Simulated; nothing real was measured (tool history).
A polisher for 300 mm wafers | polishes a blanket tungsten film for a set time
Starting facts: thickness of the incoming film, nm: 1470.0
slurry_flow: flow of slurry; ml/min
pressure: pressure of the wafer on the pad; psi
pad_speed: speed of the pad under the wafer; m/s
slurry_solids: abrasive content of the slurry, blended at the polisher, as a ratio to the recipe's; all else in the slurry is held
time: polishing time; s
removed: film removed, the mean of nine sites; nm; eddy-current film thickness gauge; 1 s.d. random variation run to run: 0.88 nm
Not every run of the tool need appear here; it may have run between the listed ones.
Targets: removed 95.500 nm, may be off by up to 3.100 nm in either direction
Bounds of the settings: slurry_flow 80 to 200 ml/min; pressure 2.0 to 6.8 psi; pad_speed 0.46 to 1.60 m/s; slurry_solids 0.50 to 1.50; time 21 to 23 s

| run | hour | slurry_flow | pressure | pad_speed | slurry_solids | time | removed |
|---|---|---|---|---|---|---|---|
| 1 | 0.0 | 130 | 4.4 | 1.02 | 1.00 | 23 | 159.650 |
| 2 | 1.8 | 150 | 4.4 | 1.02 | 1.00 | 23 | 160.250 |
| 3 | 6.7 | 180 | 4.4 | 1.02 | 1.00 | 23 | 168.880 |
| 4 | 12.0 | 180 | 4.4 | 1.02 | 1.10 | 23 | 169.930 |
| 5 | 20.5 | 175 | 4.0 | 1.02 | 1.10 | 23 | 156.020 |
| 6 | 23.0 | 170 | 3.6 | 1.02 | 1.10 | 23 | 139.130 |
| 7 | 31.9 | 165 | 3.3 | 1.02 | 1.10 | 23 | 127.590 |
| 8 | 37.5 | 160 | 3.1 | 1.02 | 1.10 | 23 | 117.870 |
| 9 | 40.6 | 155 | 3.0 | 1.02 | 1.10 | 23 | 116.480 |
| 10 | 49.5 | 150 | 2.0 | 1.02 | 1.10 | 23 | 78.516 |
| 11 | 52.4 | 155 | 2.1 | 1.02 | 1.10 | 23 | 81.822 |
| 12 | 55.2 | 155 | 2.2 | 1.02 | 1.10 | 23 | 86.794 |
| 13 | 59.8 | 160 | 2.2 | 1.02 | 1.10 | 23 | 86.966 |
| 14 | 61.0 | 170 | 2.3 | 1.02 | 1.10 | 23 | 90.911 |

5 next moves are on the table. One of them brings every result within its allowed miss. Which?
| A | 62.2 | 155 | 2.6 | 0.92 | 1.20 | 21 | ? |
| B | 62.2 | 160 | 2.4 | 1.04 | 1.20 | 23 | ? |
| C | 62.2 | 200 | 2.5 | 0.94 | 1.10 | 21 | ? |
| D | 62.2 | 160 | 2.4 | 1.04 | 0.95 | 22 | ? |
| E | 62.2 | 160 | 2.5 | 0.94 | 1.20 | 21 | ? |

| move | removed |
|---|---|
| A | 87.305 |
| B | 97.284 |
| C | 86.979 |
| D | 88.411 |
| E | 85.845 |
A: misses by more than the last run did
B: all results in spec
C: misses by more than the last run did
D: misses by more than the last run did
E: misses by more than the last run did
Answer: B
